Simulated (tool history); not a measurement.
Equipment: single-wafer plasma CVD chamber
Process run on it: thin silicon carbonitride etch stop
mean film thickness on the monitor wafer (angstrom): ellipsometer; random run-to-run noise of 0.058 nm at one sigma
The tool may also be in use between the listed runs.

| run | hour | RF power (W) | deposition time (s) | mean film thickness on the monitor wafer (angstrom) |
|---|---|---|---|---|
| 1 | 0.0 | 190 | 25.0 | 153.69 |
| 2 | 6.5 | 205 | 25.0 | 159.03 |
| 3 | 12.9 | 195 | 23.8 | 147.77 |
| 4 | 17.8 | 185 | 22.9 | 139.10 |
| 5 | 25.1 | 185 | 20.9 | 127.27 |
| 6 | 29.5 | 180 | 20.7 | 125.16 |
| 7 | 36.2 | 175 | 20.5 | 121.31 |

What does the tool deliver on the next run?
| 8 | 38.2 | 175 | 20.5 | ? |

mean film thickness on the monitor wafer (angstrom): 120.71
